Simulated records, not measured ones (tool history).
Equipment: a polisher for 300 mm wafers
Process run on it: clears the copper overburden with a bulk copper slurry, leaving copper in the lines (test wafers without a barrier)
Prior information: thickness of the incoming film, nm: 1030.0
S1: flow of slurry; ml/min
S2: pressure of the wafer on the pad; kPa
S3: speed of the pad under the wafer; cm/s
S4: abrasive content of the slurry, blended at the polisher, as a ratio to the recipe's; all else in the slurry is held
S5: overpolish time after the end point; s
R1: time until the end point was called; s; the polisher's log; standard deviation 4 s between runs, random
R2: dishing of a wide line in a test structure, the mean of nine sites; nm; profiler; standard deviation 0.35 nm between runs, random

| run | hour | S1 | S2 | S3 | S4 | S5 | R1 | R2 |
|---|---|---|---|---|---|---|---|---|
| 1 | 0 | 230 | 17.2 | 102 | 1 | 24 | 124.8 | 80.902 |
| 2 | 0.7 | 230 | 14.5 | 86 | 1 | 19 | 169.11 | 60.688 |
| 3 | 2.9 | 225 | 12.4 | 74 | 1 | 16 | 228.77 | 44.607 |
| 4 | 7.8 | 200 | 11 | 70 | 1.15 | 13 | 263.52 | 32.714 |
| 5 | 12.6 | 200 | 11 | 70 | 1 | 13 | 269.41 | 33.454 |
| 6 | 17.3 | 200 | 11 | 86 | 1 | 13 | 223.52 | 37.479 |
| 7 | 24.1 | 265 | 7.6 | 58 | 1.25 | 7 | 431.49 | 12.761 |

For run 8, what comes out?
| 8 | 30.6 | 200 | 10.3 | 58 | 1 | 9 | ? | ? |

Run 8 gave R1 354.68 s, R2 19.63 nm.
